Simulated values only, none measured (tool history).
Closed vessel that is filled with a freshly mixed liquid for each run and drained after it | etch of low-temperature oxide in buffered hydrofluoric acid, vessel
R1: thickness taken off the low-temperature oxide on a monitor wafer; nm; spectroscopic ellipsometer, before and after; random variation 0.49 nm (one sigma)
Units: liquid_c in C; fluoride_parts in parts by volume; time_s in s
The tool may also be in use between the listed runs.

{"run": 1, "hour": 0.0, "liquid_c": 21.0, "fluoride_parts": 19.5, "time_s": 95, "R1": 175.74}
{"run": 2, "hour": 6.4, "liquid_c": 23.0, "fluoride_parts": 19.5, "time_s": 95, "R1": 194.29}
{"run": 3, "hour": 13.5, "liquid_c": 23.0, "fluoride_parts": 15.0, "time_s": 95, "R1": 251.33}
{"run": 4, "hour": 22.6, "liquid_c": 23.0, "fluoride_parts": 13.0, "time_s": 95, "R1": 291.64}
{"run": 5, "hour": 30.7, "liquid_c": 22.0, "fluoride_parts": 15.0, "time_s": 95, "R1": 238.19}
{"run": 6, "hour": 38.7, "liquid_c": 24.0, "fluoride_parts": 15.0, "time_s": 95, "R1": 265.35}
{"run": 7, "hour": 44.2, "liquid_c": 22.5, "fluoride_parts": 17.0, "time_s": 95, "R1": 215.71}
{"run": 8, "hour": 47.3, "liquid_c": 21.5, "fluoride_parts": 18.5, "time_s": 95, "R1": 188.1}

Forecast run 9:
{"run": 9, "hour": 53.0, "liquid_c": 17.5, "fluoride_parts": 25.0, "time_s": 95, "R1": "?"}

{"run 9": {"R1": 117.7}}
